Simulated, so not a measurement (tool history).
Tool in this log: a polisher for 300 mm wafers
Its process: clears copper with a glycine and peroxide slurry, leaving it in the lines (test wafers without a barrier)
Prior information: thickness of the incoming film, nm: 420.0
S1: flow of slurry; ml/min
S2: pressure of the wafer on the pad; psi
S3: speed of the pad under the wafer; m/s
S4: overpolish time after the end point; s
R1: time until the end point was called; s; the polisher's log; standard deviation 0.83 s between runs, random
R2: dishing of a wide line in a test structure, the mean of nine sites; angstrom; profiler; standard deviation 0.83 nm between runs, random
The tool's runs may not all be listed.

run  hour   S1   S2    S3  S4      R1      R2
  1     0  270  3.3   1.2  22  54.316  787.67
  2   4.7  270  3.3  0.92  22  67.229  692.64
  3   7.6  290  3.2  0.92  19  70.235  615.55
  4   8.8  290  3.2  0.92  23  69.494  724.57
  5  10.4  270  3.1  0.92  20  72.316  631.97
  6  12.8  295  3.1  0.92  20  71.576  656.87
  7    21  270  3.1   0.9  18  71.079  596.54
  8  21.6  250    3   0.9  16  76.251  554.16
  9  24.6  235    3  0.88  14  76.429  477.21
 10  32.3  230    3  0.88  13  76.914  449.74

The next listed run, before its measurement:
 11    33  225   3  0.88  12   ?   ?

{"run 11": {"R1": 75.885, "R2": 438.15}}
